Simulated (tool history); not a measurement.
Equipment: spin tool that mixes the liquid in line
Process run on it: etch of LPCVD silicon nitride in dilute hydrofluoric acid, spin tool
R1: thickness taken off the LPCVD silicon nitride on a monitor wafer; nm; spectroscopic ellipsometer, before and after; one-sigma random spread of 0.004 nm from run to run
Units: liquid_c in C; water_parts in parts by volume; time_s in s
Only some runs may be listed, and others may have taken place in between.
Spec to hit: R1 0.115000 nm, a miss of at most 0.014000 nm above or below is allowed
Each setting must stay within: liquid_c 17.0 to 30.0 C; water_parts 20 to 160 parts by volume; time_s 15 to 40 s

run 1 hour=0.0 | liquid_c=22.0 water_parts=90 time_s=40 | R1=0.164230
run 2 hour=5.5 | liquid_c=22.0 water_parts=90 time_s=15 | R1=0.055350
run 3 hour=9.5 | liquid_c=22.5 water_parts=85 time_s=15 | R1=0.063981
run 4 hour=11.1 | liquid_c=22.5 water_parts=105 time_s=15 | R1=0.053197
run 5 hour=13.2 | liquid_c=22.5 water_parts=105 time_s=15 | R1=0.052370
run 6 hour=19.5 | liquid_c=19.5 water_parts=105 time_s=15 | R1=0.045495
run 7 hour=25.0 | liquid_c=20.0 water_parts=100 time_s=15 | R1=0.048548
run 8 hour=32.8 | liquid_c=21.0 water_parts=95 time_s=15 | R1=0.055269
run 9 hour=40.1 | liquid_c=22.0 water_parts=90 time_s=15 | R1=0.063615
run 10 hour=46.1 | liquid_c=26.0 water_parts=70 time_s=20 | R1=0.134500

Next run, 4 choices. One meets every target within its allowed miss, the rest don't. Which?
run A hour=52.1 | liquid_c=24.5 water_parts=90 time_s=30 | R1=?
run B hour=52.1 | liquid_c=26.0 water_parts=85 time_s=30 | R1=?
run C hour=52.1 | liquid_c=24.0 water_parts=85 time_s=35 | R1=?
run D hour=52.1 | liquid_c=24.0 water_parts=110 time_s=30 | R1=?

move=A R1=0.137600
move=B R1=0.160610
move=C R1=0.164350
move=D R1=0.109200
A: the biggest miss grows against the last run
B: the biggest miss grows against the last run
C: the biggest miss grows against the last run
D: every result lands within tolerance
Answer: D

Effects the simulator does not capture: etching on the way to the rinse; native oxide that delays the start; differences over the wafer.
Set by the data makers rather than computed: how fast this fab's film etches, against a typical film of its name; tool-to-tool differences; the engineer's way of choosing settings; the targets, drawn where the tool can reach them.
